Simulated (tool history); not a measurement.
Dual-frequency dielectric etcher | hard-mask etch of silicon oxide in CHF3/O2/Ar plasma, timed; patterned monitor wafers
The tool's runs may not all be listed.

run	day	source power (kW)	bias power (kW)	etch time (s)	mean etch depth across the wafer (nm)
1	0.000	0.870	0.156	17.0	38.975
2	0.317	0.780	0.156	17.0	37.465
3	0.667	0.780	0.156	17.0	37.568
4	0.729	0.820	0.157	17.0	38.226
5	0.946	0.910	0.157	17.0	39.503
6	0.983	1.060	0.157	17.0	41.643

The next listed run, before its measurement:
# day 1.083: wet clean of the chamber
7	1.083	1.070	0.157	17.0	?

mean etch depth across the wafer (nm): 40.782

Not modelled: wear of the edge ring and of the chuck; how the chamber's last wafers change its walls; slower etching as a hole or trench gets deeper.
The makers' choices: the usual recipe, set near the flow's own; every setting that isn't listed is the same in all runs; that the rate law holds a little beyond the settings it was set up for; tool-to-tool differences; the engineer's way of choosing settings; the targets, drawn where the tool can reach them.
